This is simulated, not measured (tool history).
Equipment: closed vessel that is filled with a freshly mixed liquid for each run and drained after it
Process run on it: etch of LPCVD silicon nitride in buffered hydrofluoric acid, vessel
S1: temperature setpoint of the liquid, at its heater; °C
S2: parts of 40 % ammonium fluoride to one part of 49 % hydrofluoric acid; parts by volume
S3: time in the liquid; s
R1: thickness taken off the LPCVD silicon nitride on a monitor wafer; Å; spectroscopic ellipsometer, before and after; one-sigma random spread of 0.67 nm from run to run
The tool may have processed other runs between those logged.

{"run": 1, "hour": 0.0, "S1": 23.0, "S2": 9.0, "S3": 2890, "R1": 374.76}
{"run": 2, "hour": 1.2, "S1": 24.0, "S2": 8.5, "S3": 2890, "R1": 431.92}
{"run": 3, "hour": 7.4, "S1": 24.0, "S2": 8.5, "S3": 3100, "R1": 462.7}
{"run": 4, "hour": 11.1, "S1": 25.0, "S2": 8.5, "S3": 3100, "R1": 479.95}
{"run": 5, "hour": 17.8, "S1": 25.0, "S2": 8.5, "S3": 3100, "R1": 491.77}
{"run": 6, "hour": 21.3, "S1": 25.0, "S2": 8.5, "S3": 2890, "R1": 449.03}
{"run": 7, "hour": 23.5, "S1": 25.5, "S2": 8.5, "S3": 2890, "R1": 456.52}
{"run": 8, "hour": 29.3, "S1": 26.0, "S2": 8.5, "S3": 2890, "R1": 473.47}
{"run": 9, "hour": 34.6, "S1": 26.5, "S2": 8.5, "S3": 2890, "R1": 493.75}
{"run": 10, "hour": 42.1, "S1": 26.5, "S2": 8.5, "S3": 2890, "R1": 488.16}
{"run": 11, "hour": 43.0, "S1": 27.0, "S2": 8.5, "S3": 2890, "R1": 499.65}
{"run": 12, "hour": 47.1, "S1": 27.5, "S2": 8.5, "S3": 2890, "R1": 516.97}
{"run": 13, "hour": 49.7, "S1": 28.0, "S2": 8.5, "S3": 2890, "R1": 518.47}
{"run": 14, "hour": 58.1, "S1": 28.5, "S2": 8.5, "S3": 2890, "R1": 549.64}
{"run": 15, "hour": 60.8, "S1": 29.0, "S2": 8.5, "S3": 2890, "R1": 563.56}
{"run": 16, "hour": 63.2, "S1": 30.0, "S2": 7.5, "S3": 2895, "R1": 674.25}
{"run": 17, "hour": 67.3, "S1": 30.5, "S2": 7.5, "S3": 2895, "R1": 689.01}
{"run": 18, "hour": 70.7, "S1": 31.0, "S2": 7.5, "S3": 2895, "R1": 715.95}

Run 19 has not been measured yet. What should we expect?
{"run": 19, "hour": 75.9, "S1": 31.0, "S2": 7.0, "S3": 2900, "R1": "?"}

Run 19 gave R1 770.69 Å.
